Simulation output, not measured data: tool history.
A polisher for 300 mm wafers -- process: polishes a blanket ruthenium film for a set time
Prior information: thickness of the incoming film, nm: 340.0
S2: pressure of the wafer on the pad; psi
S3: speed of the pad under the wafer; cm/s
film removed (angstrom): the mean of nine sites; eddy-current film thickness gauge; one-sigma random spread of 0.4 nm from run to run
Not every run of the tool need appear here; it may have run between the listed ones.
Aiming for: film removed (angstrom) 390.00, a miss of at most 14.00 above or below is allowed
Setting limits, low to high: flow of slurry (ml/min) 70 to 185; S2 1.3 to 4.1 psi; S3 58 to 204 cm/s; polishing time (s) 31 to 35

run 1 hour=0.0 | flow_of_slurry_(ml/min)=120 S2=2.7 S3=130 polishing_time_(s)=35 | film_removed_(angstrom)=579.17
run 2 hour=6.5 | flow_of_slurry_(ml/min)=120 S2=2.7 S3=118 polishing_time_(s)=35 | film_removed_(angstrom)=533.18
run 3 hour=14.7 | flow_of_slurry_(ml/min)=120 S2=2.7 S3=138 polishing_time_(s)=35 | film_removed_(angstrom)=596.60
run 4 hour=15.9 | flow_of_slurry_(ml/min)=120 S2=2.7 S3=138 polishing_time_(s)=31 | film_removed_(angstrom)=522.65
run 5 hour=22.5 | flow_of_slurry_(ml/min)=120 S2=2.7 S3=122 polishing_time_(s)=31 | film_removed_(angstrom)=486.66
run 6 hour=29.1 | flow_of_slurry_(ml/min)=115 S2=2.6 S3=122 polishing_time_(s)=31 | film_removed_(angstrom)=460.54
run 7 hour=30.2 | flow_of_slurry_(ml/min)=110 S2=2.6 S3=122 polishing_time_(s)=31 | film_removed_(angstrom)=463.81
run 8 hour=32.4 | flow_of_slurry_(ml/min)=110 S2=2.5 S3=122 polishing_time_(s)=31 | film_removed_(angstrom)=445.87
run 9 hour=35.2 | flow_of_slurry_(ml/min)=100 S2=2.3 S3=122 polishing_time_(s)=31 | film_removed_(angstrom)=411.98

Pick the move, out of 4, that brings all results within their allowed miss; only one does.
run A hour=38.0 | flow_of_slurry_(ml/min)=115 S2=2.1 S3=108 polishing_time_(s)=34 | film_removed_(angstrom)=?
run B hour=38.0 | flow_of_slurry_(ml/min)=145 S2=1.8 S3=106 polishing_time_(s)=35 | film_removed_(angstrom)=?
run C hour=38.0 | flow_of_slurry_(ml/min)=100 S2=2.5 S3=106 polishing_time_(s)=32 | film_removed_(angstrom)=?
run D hour=38.0 | flow_of_slurry_(ml/min)=105 S2=2.5 S3=126 polishing_time_(s)=31 | film_removed_(angstrom)=?

move=A film_removed_(angstrom)=392.60
move=B film_removed_(angstrom)=365.09
move=C film_removed_(angstrom)=413.56
move=D film_removed_(angstrom)=449.91
A: meets every target
B: the result that was furthest off in the last run now lies on the other side of its target
C: the biggest miss grows against the last run
D: the biggest miss grows against the last run
Move A is the one to make.

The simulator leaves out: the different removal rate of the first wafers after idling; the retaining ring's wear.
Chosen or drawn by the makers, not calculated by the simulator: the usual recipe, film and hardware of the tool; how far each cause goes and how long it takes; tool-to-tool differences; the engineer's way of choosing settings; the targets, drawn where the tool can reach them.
